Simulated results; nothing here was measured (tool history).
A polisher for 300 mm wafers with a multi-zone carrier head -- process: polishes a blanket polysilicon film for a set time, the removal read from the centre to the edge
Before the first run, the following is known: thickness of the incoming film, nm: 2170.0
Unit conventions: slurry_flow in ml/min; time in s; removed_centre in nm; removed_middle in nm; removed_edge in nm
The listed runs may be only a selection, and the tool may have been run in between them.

run	hour	slurry_flow	centre_zone	middle_zone	edge_zone	time	removed_centre	removed_middle	removed_edge
1	0	310	1	1	1	72	556.68	573.68	568.04
2	0.6	310	1.01	0.99	1	72	550.7	554.92	565.49
3	9.4	310	1.02	0.99	1	72	559.57	568.61	568.06
4	15.9	310	0.98	0.99	1	72	538.5	571.55	566
5	18.8	310	0.98	0.96	1	72	546.99	557.69	573.94
6	25.7	310	0.98	0.96	0.94	72	537.32	549.75	543.84
7	32.4	315	0.99	0.96	0.95	72	541.9	549.08	554.3
8	33.4	320	1	0.96	0.95	72	545.12	554.37	554.55
9	41.1	320	1.01	0.96	0.95	72	553.94	561.06	558.46
10	44.4	320	1.02	0.95	0.95	72	563.84	546.9	551.43
11	47.5	320	1.02	0.95	0.96	72	554.32	542.41	564.73
# hour 53.4: worn pad replaced by a new one
12	53.4	320	1.03	0.95	0.96	72	642.87	617.28	623.3
13	59.8	310	1.03	0.94	0.96	71	625.51	613.03	613.35
14	60.4	320	1.03	0.94	0.96	71	625.92	609.62	605.53
15	67.2	305	1.03	0.94	0.95	71	619.32	603.33	597.9

Forecast run 16:
16	71.6	315	1.03	0.94	0.95	70	?	?	?

removed_centre: 617.64 nm
removed_middle: 596.1 nm
removed_edge: 598.56 nm
